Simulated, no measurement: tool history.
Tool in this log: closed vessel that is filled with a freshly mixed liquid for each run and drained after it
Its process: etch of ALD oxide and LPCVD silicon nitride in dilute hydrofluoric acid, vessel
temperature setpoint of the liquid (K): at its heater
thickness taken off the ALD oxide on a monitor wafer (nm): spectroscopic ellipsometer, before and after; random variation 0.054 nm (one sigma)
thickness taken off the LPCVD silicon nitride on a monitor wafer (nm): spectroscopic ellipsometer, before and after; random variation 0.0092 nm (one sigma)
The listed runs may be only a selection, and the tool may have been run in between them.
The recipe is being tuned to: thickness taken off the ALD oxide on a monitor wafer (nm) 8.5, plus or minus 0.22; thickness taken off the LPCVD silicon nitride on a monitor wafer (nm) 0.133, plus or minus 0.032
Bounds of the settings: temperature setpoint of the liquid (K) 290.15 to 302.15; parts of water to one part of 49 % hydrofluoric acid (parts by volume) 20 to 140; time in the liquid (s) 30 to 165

run  hour  temperature setpoint of the liquid (K)  parts of water to one part of 49 % hydrofluoric acid (parts by volume)  time in the liquid (s)  thickness taken off the ALD oxide on a monitor wafer (nm)  thickness taken off the LPCVD silicon nitride on a monitor wafer (nm)
  1     0                                  294.15                                                                      75                      85                                                     32.618                                                                0.41746
  2   2.8                                  294.15                                                                      75                     115                                                     44.303                                                                0.65429
  3   4.5                                  293.65                                                                      85                     105                                                     34.386                                                                0.40496
  4   9.9                                  294.65                                                                      95                      95                                                     28.692                                                                0.42723
  5    12                                  297.65                                                                      95                      95                                                     32.543                                                                0.48457
  6  18.2                                  300.65                                                                      95                      95                                                      36.28                                                                0.57527
  7    26                                  299.15                                                                     100                      90                                                      30.51                                                                0.44593
  8  32.6                                  298.15                                                                     105                      85                                                      26.32                                                                0.41598
  9  37.9                                  298.15                                                                     105                      85                                                     26.218                                                                0.46037
 10  39.3                                  296.65                                                                     110                      80                                                     22.373                                                                0.32559
 11  46.3                                  296.15                                                                     115                      75                                                     19.472                                                                0.29353
 12  54.9                                  292.15                                                                     140                      45                                                     7.9458                                                                0.11748
 13  57.6                                  293.15                                                                     140                      45                                                     8.2509                                                                0.11848

Below are 5 possible settings for the next run. Only one of them brings all results inside the allowed miss of their targets. Which is it?
  A  60.3                                  290.15                                                                     120                      40                                                          ?                                                                      ?
  B  60.3                                  292.15                                                                     140                      45                                                          ?                                                                      ?
  C  60.3                                  290.15                                                                      90                      30                                                          ?                                                                      ?
  D  60.3                                  295.15                                                                     140                      40                                                          ?                                                                      ?
  E  60.3                                  297.15                                                                     110                      30                                                          ?                                                                      ?

move  thickness taken off the ALD oxide on a monitor wafer (nm)  thickness taken off the LPCVD silicon nitride on a monitor wafer (nm)
   A                                                     7.8353                                                                 0.1059
   B                                                     8.0368                                                                0.11766
   C                                                     8.0817                                                                0.10492
   D                                                     8.0509                                                                0.12778
   E                                                     8.6065                                                                0.13862
A: moves away from the targets compared with the last run
B: moves away from the targets compared with the last run
C: moves away from the targets compared with the last run
D: moves away from the targets compared with the last run
E: every result within its allowed miss
Answer: E
